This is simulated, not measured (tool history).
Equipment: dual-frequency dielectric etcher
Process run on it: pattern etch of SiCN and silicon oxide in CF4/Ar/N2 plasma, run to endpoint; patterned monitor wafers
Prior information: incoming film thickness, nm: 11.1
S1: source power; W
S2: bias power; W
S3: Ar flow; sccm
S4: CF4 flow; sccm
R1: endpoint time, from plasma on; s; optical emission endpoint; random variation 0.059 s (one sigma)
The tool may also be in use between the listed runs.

run	hour	S1	S2	S3	S4	R1
1	0.0	500	97	91	80	10.1530
2	1.2	470	96	91	80	10.7750
3	6.7	470	96	80	80	10.8030
4	11.6	470	96	74	80	10.7110
5	13.8	530	96	74	80	9.4557
6	17.3	530	96	74	86	9.3227
7	22.1	500	95	74	86	9.9975
8	27.8	470	94	74	86	10.6380
9	32.0	450	93	74	86	11.2370
10	38.8	440	93	74	86	11.4670

Estimate the outcome of run 11 from the log above:
11	44.4	430	93	74	86	?

Run 11 yielded R1 11.7340 s.
